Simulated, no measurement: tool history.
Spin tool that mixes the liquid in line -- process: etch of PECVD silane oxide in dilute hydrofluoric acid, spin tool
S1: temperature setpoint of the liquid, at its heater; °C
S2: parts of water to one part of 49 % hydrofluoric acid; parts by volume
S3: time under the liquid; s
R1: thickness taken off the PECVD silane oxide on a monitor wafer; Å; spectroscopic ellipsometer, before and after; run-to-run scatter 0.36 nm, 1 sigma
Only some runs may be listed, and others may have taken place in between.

| run | day | S1 | S2 | S3 | R1 |
|---|---|---|---|---|---|
| 1 | 0.000 | 23.0 | 195 | 250 | 612.00 |
| 2 | 0.138 | 22.5 | 195 | 250 | 607.67 |
| 3 | 0.296 | 22.5 | 250 | 250 | 447.56 |
| 4 | 0.417 | 19.5 | 250 | 250 | 399.87 |
| 5 | 0.500 | 19.5 | 250 | 270 | 431.26 |
| 6 | 0.604 | 17.0 | 250 | 270 | 395.31 |
| 7 | 0.833 | 18.5 | 250 | 270 | 411.17 |
| 8 | 0.992 | 19.5 | 250 | 270 | 431.27 |

Run 9 has not been measured yet. What should we expect?
| 9 | 1.075 | 20.5 | 250 | 270 | ? |

R1: 448.14 Å
